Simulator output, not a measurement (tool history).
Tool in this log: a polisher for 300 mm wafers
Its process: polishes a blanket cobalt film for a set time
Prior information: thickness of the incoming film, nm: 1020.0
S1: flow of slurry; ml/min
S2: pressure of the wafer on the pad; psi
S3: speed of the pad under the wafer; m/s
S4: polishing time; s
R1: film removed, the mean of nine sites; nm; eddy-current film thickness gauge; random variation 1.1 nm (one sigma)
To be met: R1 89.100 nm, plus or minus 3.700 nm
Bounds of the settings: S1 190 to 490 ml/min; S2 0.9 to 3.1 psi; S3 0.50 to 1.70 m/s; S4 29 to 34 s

run    day   S1   S2    S3  S4       R1
  1  0.000  315  2.0  1.10  34  160.480
  2  0.158  365  2.0  1.10  34  162.480
  3  0.196  365  2.0  0.96  34  143.430
  4  0.367  365  2.0  0.96  34  145.190
  5  0.471  365  1.9  0.96  34  136.230
  6  0.621  365  1.9  1.20  34  163.660
  7  0.675  365  1.8  1.20  34  160.140
  8  0.921  365  1.7  1.18  34  145.920
  9  1.021  365  1.6  1.18  34  140.680
 10  1.154  365  1.5  1.16  34  127.050
 11  1.429  365  1.5  1.16  34  126.600
 12  1.512  365  1.4  1.16  34  117.300
 13  1.829  365  1.2  1.16  34  102.760
 14  1.854  360  1.1  1.16  34   96.321

Next run, 4 choices. One meets every target within its allowed miss, the rest don't. Which?
  A  1.879  340  1.1  1.32  29   ?
  B  1.879  400  1.2  1.22  32   ?
  C  1.879  390  1.5  1.08  30   ?
  D  1.879  420  1.0  1.40  34   ?

move       R1
   A   90.878
   B  102.770
   C  107.000
   D  104.170
A: in spec on every target
B: misses by more than the last run did
C: misses by more than the last run did
D: misses by more than the last run did
The right move is A.

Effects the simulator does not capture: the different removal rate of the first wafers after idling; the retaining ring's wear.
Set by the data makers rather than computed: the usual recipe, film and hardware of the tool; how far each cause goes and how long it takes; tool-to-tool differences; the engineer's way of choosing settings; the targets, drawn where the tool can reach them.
